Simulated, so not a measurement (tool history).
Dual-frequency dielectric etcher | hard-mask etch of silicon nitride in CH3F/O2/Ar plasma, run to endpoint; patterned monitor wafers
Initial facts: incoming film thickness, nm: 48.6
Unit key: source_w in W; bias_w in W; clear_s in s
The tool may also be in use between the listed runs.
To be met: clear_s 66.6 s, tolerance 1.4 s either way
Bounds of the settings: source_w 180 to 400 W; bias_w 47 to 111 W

run,hour,source_w,bias_w,clear_s
1,0,290,79,76.8
2,1.9,250,79,81.022
3,7.3,260,80,79.424
4,11,270,81,78.292
# hour 17.9: bias power generator calibrated
5,17.9,230,81,84.962
6,26.3,230,75,87.154
7,32.8,250,76,83.816
8,37.2,260,76,81.47
9,42.3,320,82,72.933
10,50.9,330,82,71.935
11,57.5,340,82,70.84
12,58.8,360,83,69.198
13,67.7,370,84,68.064
14,73.5,370,84,68.444

Below are 5 possible settings for the next run. Only one of them brings all results inside the allowed miss of their targets. Which is it?
A,79.3,400,98,?
B,79.3,400,91,?
C,79.3,340,81,?
D,79.3,360,81,?
E,79.3,400,83,?

move,clear_s
A,62.769
B,64.422
C,71.68
D,70.011
E,66.497
A: pushes the last run's worst result past its target
B: pushes the last run's worst result past its target
C: misses by more than the last run did
D: misses by more than the last run did
E: every result within its allowed miss
E is the move that brings every result within its allowed miss.

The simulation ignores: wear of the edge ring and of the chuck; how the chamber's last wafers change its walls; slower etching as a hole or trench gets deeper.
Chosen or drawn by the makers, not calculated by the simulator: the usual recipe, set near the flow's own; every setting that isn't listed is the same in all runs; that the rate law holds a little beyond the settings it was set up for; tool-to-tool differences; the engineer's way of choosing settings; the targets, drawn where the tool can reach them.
